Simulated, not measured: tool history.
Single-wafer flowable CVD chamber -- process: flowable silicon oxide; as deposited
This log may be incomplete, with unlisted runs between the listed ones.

run  hour  heater temperature setpoint (°C)  chamber pressure (Torr)  RF power (kW)  deposition time (s)  mean film thickness on the monitor wafer (nm)
  1   0.0                               100                    0.905          1.845                 1180                                         813.98
  2   2.8                               100                    0.905          2.020                 1180                                         831.70
  3  10.2                               101                    0.905          2.020                 1180                                         814.02
  4  17.4                               102                    0.905          2.020                 1180                                         787.85
  5  18.9                               103                    0.905          2.020                 1180                                         756.93
  6  23.3                               103                    0.974          2.020                 1180                                         823.13
  7  32.2                               104                    0.974          2.020                 1180                                         789.72
  8  40.4                               105                    0.974          2.020                 1180                                         776.26
  9  45.2                               106                    0.974          2.020                 1180                                         749.90

Run 10 comes next. What will it give?
 10  48.2                               108                    0.974          2.020                 1180                                              ?

mean film thickness on the monitor wafer (nm): 704.53

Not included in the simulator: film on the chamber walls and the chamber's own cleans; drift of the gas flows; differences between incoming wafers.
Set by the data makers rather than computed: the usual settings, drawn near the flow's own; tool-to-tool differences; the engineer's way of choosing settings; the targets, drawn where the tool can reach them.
